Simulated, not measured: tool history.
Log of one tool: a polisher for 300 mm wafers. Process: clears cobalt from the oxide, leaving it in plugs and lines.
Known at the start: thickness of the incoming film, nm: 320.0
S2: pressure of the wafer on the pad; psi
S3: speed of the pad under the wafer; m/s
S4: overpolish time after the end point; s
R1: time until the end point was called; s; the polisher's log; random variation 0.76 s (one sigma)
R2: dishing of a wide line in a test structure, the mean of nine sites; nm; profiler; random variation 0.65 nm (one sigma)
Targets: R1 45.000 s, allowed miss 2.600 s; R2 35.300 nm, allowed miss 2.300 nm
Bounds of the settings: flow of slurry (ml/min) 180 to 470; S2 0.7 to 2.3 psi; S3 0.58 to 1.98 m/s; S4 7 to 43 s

{"run": 1, "hour": 0.0, "flow of slurry (ml/min)": 300, "S2": 1.5, "S3": 1.28, "S4": 22, "R1": 65.882, "R2": 56.629}
{"run": 2, "hour": 2.7, "flow of slurry (ml/min)": 295, "S2": 1.6, "S3": 1.3, "S4": 17, "R1": 60.38, "R2": 51.465}
{"run": 3, "hour": 10.9, "flow of slurry (ml/min)": 295, "S2": 1.6, "S3": 1.3, "S4": 25, "R1": 62.708, "R2": 62.514}
{"run": 4, "hour": 14.9, "flow of slurry (ml/min)": 275, "S2": 1.7, "S3": 1.28, "S4": 19, "R1": 61.437, "R2": 55.427}
{"run": 5, "hour": 23.4, "flow of slurry (ml/min)": 335, "S2": 1.7, "S3": 1.28, "S4": 19, "R1": 59.464, "R2": 54.972}
{"run": 6, "hour": 25.6, "flow of slurry (ml/min)": 335, "S2": 1.7, "S3": 1.28, "S4": 23, "R1": 57.781, "R2": 62.38}
{"run": 7, "hour": 32.6, "flow of slurry (ml/min)": 380, "S2": 1.4, "S3": 1.52, "S4": 18, "R1": 57.329, "R2": 54.211}
{"hour": 36.0, "done": "worn pad replaced by a new one"}
{"run": 8, "hour": 36.0, "flow of slurry (ml/min)": 410, "S2": 1.3, "S3": 1.66, "S4": 14, "R1": 55.414, "R2": 47.412}
{"run": 9, "hour": 37.6, "flow of slurry (ml/min)": 410, "S2": 1.3, "S3": 1.66, "S4": 14, "R1": 52.518, "R2": 48.749}

Which of these 4 next moves meets every target?
{"run": "A", "hour": 39.2, "flow of slurry (ml/min)": 360, "S2": 1.4, "S3": 1.66, "S4": 7, "R1": "?", "R2": "?"}
{"run": "B", "hour": 39.2, "flow of slurry (ml/min)": 460, "S2": 1.7, "S3": 1.82, "S4": 7, "R1": "?", "R2": "?"}
{"run": "C", "hour": 39.2, "flow of slurry (ml/min)": 415, "S2": 1.4, "S3": 1.62, "S4": 7, "R1": "?", "R2": "?"}
{"run": "D", "hour": 39.2, "flow of slurry (ml/min)": 435, "S2": 1.5, "S3": 1.72, "S4": 7, "R1": "?", "R2": "?"}

move=A R1=50.358 R2=31.753
move=B R1=38.444 R2=38.664
move=C R1=50.954 R2=31.471
move=D R1=45.321 R2=34.363
A: takes the result that was furthest off past its target
B: nearer than the last run, and not there yet
C: takes the result that was furthest off past its target
D: meets every target
Move D is the one to make.

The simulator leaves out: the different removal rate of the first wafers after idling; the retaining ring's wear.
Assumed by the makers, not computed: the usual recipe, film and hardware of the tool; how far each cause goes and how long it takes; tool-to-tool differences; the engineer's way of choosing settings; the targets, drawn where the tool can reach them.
